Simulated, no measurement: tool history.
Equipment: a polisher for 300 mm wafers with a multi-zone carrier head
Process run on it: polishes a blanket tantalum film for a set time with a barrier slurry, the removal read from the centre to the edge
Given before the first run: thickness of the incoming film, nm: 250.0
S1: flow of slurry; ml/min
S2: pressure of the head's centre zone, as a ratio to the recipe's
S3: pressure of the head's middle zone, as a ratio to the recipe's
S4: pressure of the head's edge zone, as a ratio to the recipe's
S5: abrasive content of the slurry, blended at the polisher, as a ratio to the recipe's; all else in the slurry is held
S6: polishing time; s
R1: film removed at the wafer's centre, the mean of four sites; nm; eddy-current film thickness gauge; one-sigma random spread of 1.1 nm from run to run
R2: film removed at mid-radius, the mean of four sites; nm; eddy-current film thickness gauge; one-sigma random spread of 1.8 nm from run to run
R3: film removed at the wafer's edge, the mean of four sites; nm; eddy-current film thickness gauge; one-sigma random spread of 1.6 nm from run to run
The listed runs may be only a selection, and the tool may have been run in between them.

run	day	S1	S2	S3	S4	S5	S6	R1	R2	R3
1	0.000	215	1.00	1.00	1.00	1.00	75	103.180	96.749	97.472
2	0.300	215	1.00	1.00	1.00	1.15	75	106.250	97.154	102.320
3	0.396	220	0.96	1.04	1.04	1.25	76	105.880	105.070	107.750
4	0.696	175	0.96	1.04	1.04	1.25	76	104.290	99.919	106.150
5	0.833	175	0.96	1.04	1.08	1.25	76	101.240	103.260	105.430
6	0.879	185	0.93	1.03	1.10	1.30	78	105.650	104.890	110.820
7	1.246	170	0.90	1.05	1.12	1.35	80	102.970	111.720	113.960
# day 1.571: centre zone pressure recalibrated
8	1.571	165	0.88	1.04	1.14	1.40	82	93.457	111.610	122.620

Run 9 has not been measured yet. What should we expect?
9	1.850	180	0.89	1.04	1.14	1.45	82	?	?	?

Run 9 yielded R1 96.494 nm, R2 115.330 nm, R3 124.120 nm.
